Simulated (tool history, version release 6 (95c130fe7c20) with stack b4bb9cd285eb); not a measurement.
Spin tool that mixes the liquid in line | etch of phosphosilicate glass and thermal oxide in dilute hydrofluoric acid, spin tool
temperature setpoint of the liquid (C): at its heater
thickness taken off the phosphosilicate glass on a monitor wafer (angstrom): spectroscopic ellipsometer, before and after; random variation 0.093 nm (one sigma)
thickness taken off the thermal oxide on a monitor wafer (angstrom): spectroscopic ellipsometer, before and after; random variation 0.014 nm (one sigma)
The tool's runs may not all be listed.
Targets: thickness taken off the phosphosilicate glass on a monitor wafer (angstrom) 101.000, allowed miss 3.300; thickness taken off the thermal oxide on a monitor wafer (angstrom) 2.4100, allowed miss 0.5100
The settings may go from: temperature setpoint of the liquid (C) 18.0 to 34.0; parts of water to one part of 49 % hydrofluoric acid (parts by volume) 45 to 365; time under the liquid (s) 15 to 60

run,hour,temperature setpoint of the liquid (C),parts of water to one part of 49 % hydrofluoric acid (parts by volume),time under the liquid (s),thickness taken off the phosphosilicate glass on a monitor wafer (angstrom),thickness taken off the thermal oxide on a monitor wafer (angstrom)
1,0.0,26.0,205,30,236.140,5.2962
2,3.7,25.0,220,30,202.750,5.4807
3,4.4,22.0,220,30,183.890,4.1011
4,11.0,22.0,190,30,219.350,4.6758
5,13.8,22.0,250,30,154.660,3.7291
6,14.3,22.0,320,30,113.860,2.7288
7,17.7,21.5,320,30,112.530,2.4739
8,19.7,21.5,325,30,111.050,2.5605
9,21.6,21.0,330,30,106.810,2.3976

4 next moves are on the table. One of them brings every result within its allowed miss. Which?
A,23.5,24.0,275,20,?,?
B,23.5,32.0,320,20,?,?
C,23.5,22.0,320,30,?,?
D,23.5,18.0,315,35,?,?

move,thickness taken off the phosphosilicate glass on a monitor wafer (angstrom),thickness taken off the thermal oxide on a monitor wafer (angstrom)
A,99.237,2.5371
B,106.880,2.7325
C,114.210,2.9198
D,117.190,2.9959
A: meets every target
B: as far off as the last run
C: further off than the last run
D: further off than the last run
Answer: A
